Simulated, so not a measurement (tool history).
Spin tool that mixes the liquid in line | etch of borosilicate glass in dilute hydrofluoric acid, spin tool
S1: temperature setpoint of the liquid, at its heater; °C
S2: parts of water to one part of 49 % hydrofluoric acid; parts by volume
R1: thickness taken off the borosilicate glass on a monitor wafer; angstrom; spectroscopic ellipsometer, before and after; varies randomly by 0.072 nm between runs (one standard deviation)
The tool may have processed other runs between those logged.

Run 1, hour 0: S1 25 °C, S2 215 parts by volume, time under the liquid (s) 60. Result: R1 75.521 angstrom.
Run 2, hour 5.9: S1 25 °C, S2 215 parts by volume, time under the liquid (s) 40. Result: R1 49.807 angstrom.
Run 3, hour 13.5: S1 27.5 °C, S2 190 parts by volume, time under the liquid (s) 40. Result: R1 63.91 angstrom.
Run 4, hour 17.4: S1 27.5 °C, S2 225 parts by volume, time under the liquid (s) 40. Result: R1 52.107 angstrom.
Run 5, hour 19.7: S1 27.5 °C, S2 225 parts by volume, time under the liquid (s) 40. Result: R1 52.319 angstrom.
Run 6, hour 23.5: S1 25.5 °C, S2 225 parts by volume, time under the liquid (s) 40. Result: R1 48.536 angstrom.
Run 7, hour 24.9: S1 27.5 °C, S2 200 parts by volume, time under the liquid (s) 40. Result: R1 60.663 angstrom.
Run 8, hour 31.9: S1 28 °C, S2 175 parts by volume, time under the liquid (s) 40. Result: R1 71.165 angstrom.
Run 9, hour 38.3: S1 28.5 °C, S2 160 parts by volume, time under the liquid (s) 40. Result: R1 82.755 angstrom.
Run 10, hour 46.4: S1 29.5 °C, S2 155 parts by volume, time under the liquid (s) 40. Result: R1 88.907 angstrom.

Run 11 comes next. What will it give?
Run 11, hour 48.7: S1 29.5 °C, S2 155 parts by volume, time under the liquid (s) 40. Result: R1 ?.

R1: 88.813 angstrom
